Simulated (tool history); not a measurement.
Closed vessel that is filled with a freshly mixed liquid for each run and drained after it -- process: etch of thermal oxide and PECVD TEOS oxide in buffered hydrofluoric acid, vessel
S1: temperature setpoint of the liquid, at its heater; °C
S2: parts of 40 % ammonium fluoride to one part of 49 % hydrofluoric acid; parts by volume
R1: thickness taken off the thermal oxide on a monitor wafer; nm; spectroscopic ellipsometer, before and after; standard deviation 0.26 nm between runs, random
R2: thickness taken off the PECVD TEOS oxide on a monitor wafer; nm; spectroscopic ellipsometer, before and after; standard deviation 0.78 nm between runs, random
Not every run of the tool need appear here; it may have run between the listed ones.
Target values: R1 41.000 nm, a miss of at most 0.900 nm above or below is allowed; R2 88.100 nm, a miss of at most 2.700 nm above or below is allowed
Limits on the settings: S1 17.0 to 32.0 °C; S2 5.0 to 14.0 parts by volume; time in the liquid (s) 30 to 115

run 1 hour=0.0 | S1=24.0 S2=8.5 time_in_the_liquid_(s)=60 | R1=82.064 R2=177.810
run 2 hour=4.1 | S1=24.0 S2=10.5 time_in_the_liquid_(s)=60 | R1=68.972 R2=144.900
run 3 hour=9.3 | S1=25.5 S2=10.5 time_in_the_liquid_(s)=60 | R1=73.606 R2=159.100
run 4 hour=10.4 | S1=25.5 S2=10.5 time_in_the_liquid_(s)=70 | R1=85.866 R2=187.760
run 5 hour=11.4 | S1=24.5 S2=11.0 time_in_the_liquid_(s)=70 | R1=79.094 R2=166.850
run 6 hour=13.5 | S1=24.5 S2=11.0 time_in_the_liquid_(s)=85 | R1=94.020 R2=205.570
run 7 hour=22.0 | S1=23.5 S2=11.5 time_in_the_liquid_(s)=85 | R1=87.539 R2=183.760
run 8 hour=25.5 | S1=23.5 S2=12.0 time_in_the_liquid_(s)=80 | R1=77.895 R2=168.620
run 9 hour=29.4 | S1=22.5 S2=12.5 time_in_the_liquid_(s)=80 | R1=70.663 R2=151.670
run 10 hour=31.7 | S1=21.5 S2=13.0 time_in_the_liquid_(s)=80 | R1=64.848 R2=139.660
run 11 hour=36.9 | S1=20.5 S2=13.0 time_in_the_liquid_(s)=80 | R1=60.998 R2=131.880
run 12 hour=40.9 | S1=20.0 S2=13.0 time_in_the_liquid_(s)=80 | R1=59.169 R2=126.330
run 13 hour=47.3 | S1=19.5 S2=13.0 time_in_the_liquid_(s)=80 | R1=57.957 R2=123.820
run 14 hour=52.9 | S1=19.0 S2=13.0 time_in_the_liquid_(s)=80 | R1=56.001 R2=121.850
run 15 hour=57.2 | S1=18.5 S2=13.0 time_in_the_liquid_(s)=80 | R1=54.369 R2=117.410
run 16 hour=62.7 | S1=17.5 S2=13.5 time_in_the_liquid_(s)=75 | R1=46.745 R2=101.220

Next run, 4 choices. One meets every target within its allowed miss, the rest don't. Which?
run A hour=68.2 | S1=19.0 S2=13.5 time_in_the_liquid_(s)=65 | R1=? R2=?
run B hour=68.2 | S1=20.5 S2=12.0 time_in_the_liquid_(s)=50 | R1=? R2=?
run C hour=68.2 | S1=17.0 S2=14.0 time_in_the_liquid_(s)=75 | R1=? R2=?
run D hour=68.2 | S1=17.5 S2=13.0 time_in_the_liquid_(s)=70 | R1=? R2=?

move=A R1=43.769 R2=93.971
move=B R1=41.106 R2=88.254
move=C R1=43.498 R2=93.389
move=D R1=44.926 R2=96.455
A: nearer than the last run, and not there yet
B: hits every target within its allowed miss
C: nearer than the last run, and not there yet
D: nearer than the last run, and not there yet
Go with B: it meets all targets.
